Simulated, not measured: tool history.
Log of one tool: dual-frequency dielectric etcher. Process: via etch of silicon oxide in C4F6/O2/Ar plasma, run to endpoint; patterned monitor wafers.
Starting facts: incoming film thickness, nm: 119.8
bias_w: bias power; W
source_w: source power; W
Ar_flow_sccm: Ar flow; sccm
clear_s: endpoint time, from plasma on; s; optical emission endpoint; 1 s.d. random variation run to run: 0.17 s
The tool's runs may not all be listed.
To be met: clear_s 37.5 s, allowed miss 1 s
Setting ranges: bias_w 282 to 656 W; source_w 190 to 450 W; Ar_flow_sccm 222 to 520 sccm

run,hour,bias_w,source_w,Ar_flow_sccm,clear_s
1,0,469,320,371,33.105
2,3.3,469,320,401,33.44
3,4.5,508,320,401,32.715
4,11.9,473,310,405,33.589
5,13.4,443,300,409,34.348
6,21.5,443,300,441,34.471
7,28.9,419,290,442,35.497
8,37.8,419,290,442,35.45
9,40.6,403,280,443,35.909

Consider the 4 candidate settings below. Which is the only one whose results all fall within their allowed miss of target?
A,43.4,421,290,409,?
B,43.4,350,260,447,?
C,43.4,374,320,375,?
D,43.4,426,300,422,?

move,clear_s
A,35.191
B,37.837
C,34.556
D,34.837
A: misses by more than the last run did
B: every result lands within tolerance
C: misses by more than the last run did
D: misses by more than the last run did
B is the move that brings every result within its allowed miss.
